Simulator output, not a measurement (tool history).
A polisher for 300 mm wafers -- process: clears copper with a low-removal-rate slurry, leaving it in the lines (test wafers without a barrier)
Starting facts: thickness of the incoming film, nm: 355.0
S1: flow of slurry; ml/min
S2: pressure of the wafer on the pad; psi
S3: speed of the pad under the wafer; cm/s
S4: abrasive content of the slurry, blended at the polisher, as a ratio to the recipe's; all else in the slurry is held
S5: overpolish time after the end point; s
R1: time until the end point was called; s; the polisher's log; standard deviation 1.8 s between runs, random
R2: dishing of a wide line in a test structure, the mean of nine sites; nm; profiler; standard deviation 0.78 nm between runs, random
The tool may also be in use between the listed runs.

run,hour,S1,S2,S3,S4,S5,R1,R2
1,0,180,3.1,142,1,16,85,44.625
2,3.4,180,2.8,140,1,18,98.328,44.907
3,11,180,2.8,120,1,18,109.4,40.562
4,17,180,2.8,84,1,18,145.29,32.694
5,22.9,180,3.3,84,1,18,122.84,39.418
6,25.6,180,3.3,84,0.9,18,124.25,37.338
7,29.3,180,3.3,82,0.95,19,128.68,40.286
8,31.6,180,3.3,82,0.95,20,128.29,40.903

The next listed run, before its measurement:
9,38.8,180,3.3,82,0.95,20,?,?

R1: 125.06 s
R2: 41.48 nm
